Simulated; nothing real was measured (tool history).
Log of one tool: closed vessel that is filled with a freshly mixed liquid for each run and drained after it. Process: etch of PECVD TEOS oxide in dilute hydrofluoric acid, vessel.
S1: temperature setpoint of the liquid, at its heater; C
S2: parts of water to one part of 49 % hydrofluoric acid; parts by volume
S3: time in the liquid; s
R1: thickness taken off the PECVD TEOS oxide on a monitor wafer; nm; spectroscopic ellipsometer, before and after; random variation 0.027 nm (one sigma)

run  hour    S1  S2  S3      R1
  1   0.0  26.0  95  30  5.5886
  2   6.0  27.0  95  30  5.8318
  3  10.6  25.5  95  30  5.4767
  4  11.2  29.0  95  30  6.2673
  5  18.8  29.5  95  30  6.3844
  6  24.2  29.5  95  30  6.3830

The next listed run, before its measurement:
  7  29.9  30.0  95  30   ?

{"run 7": {"R1": 6.5151}}
